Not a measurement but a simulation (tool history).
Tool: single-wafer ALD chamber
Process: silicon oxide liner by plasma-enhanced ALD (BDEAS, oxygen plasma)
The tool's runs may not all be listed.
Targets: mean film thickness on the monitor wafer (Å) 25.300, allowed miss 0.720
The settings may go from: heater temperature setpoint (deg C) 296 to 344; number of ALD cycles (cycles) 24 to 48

run	hour	heater temperature setpoint (deg C)	number of ALD cycles (cycles)	mean film thickness on the monitor wafer (Å)
1	0.0	320	36	32.285
2	0.9	329	36	31.723
3	6.1	329	39	34.413
4	8.2	322	39	34.776
5	12.8	322	42	37.451
6	14.0	327	42	37.266
7	18.8	328	40	35.273
8	25.1	331	34	30.045
9	32.5	331	33	28.914

4 next moves are on the table. One of them brings every result within its allowed miss. Which?
A	39.9	337	29	?
B	39.9	332	27	?
C	39.9	337	27	?
D	39.9	314	26	?

move	mean film thickness on the monitor wafer (Å)
A	25.262
B	23.718
C	23.520
D	23.527
A: meets every target
B: takes the result that was furthest off past its target
C: takes the result that was furthest off past its target
D: takes the result that was furthest off past its target
Answer: A

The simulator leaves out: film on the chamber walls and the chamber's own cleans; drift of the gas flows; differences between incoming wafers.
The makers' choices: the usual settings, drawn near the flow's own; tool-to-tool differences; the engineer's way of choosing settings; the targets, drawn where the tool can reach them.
